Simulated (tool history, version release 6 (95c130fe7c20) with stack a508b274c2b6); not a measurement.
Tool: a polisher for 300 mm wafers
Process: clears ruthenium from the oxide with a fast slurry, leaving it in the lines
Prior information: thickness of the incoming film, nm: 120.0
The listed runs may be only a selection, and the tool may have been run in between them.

run    day  flow of slurry (ml/min)  pressure of the wafer on the pad (psi)  speed of the pad under the wafer (cm/s)  abrasive content of the slurry  overpolish time after the end point (s)  time until the end point was called (s)  dishing of a wide line in a test structure (nm)
  1      0                      255                                     2.8                                      122                               1                                       14                                   29.242                                           43.529
  2  0.208                      255                                       3                                      122                               1                                       15                                   27.796                                           47.266
  3  0.508                      255                                     3.2                                      122                               1                                       16                                   25.912                                           50.082
  4  0.829                      255                                     3.2                                      122                             0.9                                       16                                   27.067                                           47.651
  5  1.075                      255                                     3.2                                       94                             0.9                                       16                                   34.959                                           41.356
  6  1.179                      255                                     3.2                                       94                             0.9                                       20                                   35.311                                           47.577
  7  1.267                      255                                     3.5                                       96                             0.9                                       20                                   32.063                                           50.385
  8  1.388                      255                                     3.8                                       98                             0.9                                       21                                   29.429                                           57.395
  9  1.575                      255                                       4                                      100                             0.9                                       21                                    28.62                                           59.047
 10  1.867                      255                                     4.1                                      104                             0.9                                       21                                   25.612                                           62.591

Expected results for the next run?
 11  2.2                      255                                     4.2                                      104                             0.9                                       21                                        ?                                                ?

Run 11 produced time until the end point was called (s) 25.403, dishing of a wide line in a test structure (nm) 61.578.
